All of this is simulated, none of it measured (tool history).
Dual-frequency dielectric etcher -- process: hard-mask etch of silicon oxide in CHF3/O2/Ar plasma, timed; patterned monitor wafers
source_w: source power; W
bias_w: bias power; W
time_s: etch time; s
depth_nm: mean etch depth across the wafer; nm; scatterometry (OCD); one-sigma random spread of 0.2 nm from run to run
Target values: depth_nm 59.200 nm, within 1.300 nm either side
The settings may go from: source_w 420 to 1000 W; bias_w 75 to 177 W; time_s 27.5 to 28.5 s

run    day  source_w  bias_w  time_s  depth_nm
  1  0.000       710     126    27.5    52.713
  2  0.100       750     128    27.5    53.959
  3  0.292       750     128    28.5    56.354
  4  0.404       750     128    28.5    56.356
  5  0.471       770     129    28.5    56.751
  6  0.533       680     129    28.5    54.123
  7  0.596       710     130    28.5    55.202
  8  0.725       730     131    28.5    56.128
  9  1.092       750     132    28.5    56.792

Consider the 4 candidate settings below. Which is the only one whose results all fall within their allowed miss of target?
  A  1.458       730     117    28.0         ?
  B  1.458       740     129    27.5         ?
  C  1.458       730     124    27.5         ?
  D  1.458       840     135    28.0         ?

move  depth_nm
   A    53.198
   B    54.037
   C    53.089
   D    59.230
A: lands further from the targets than the last run did
B: lands further from the targets than the last run did
C: lands further from the targets than the last run did
D: every result within its allowed miss
D meets every target.
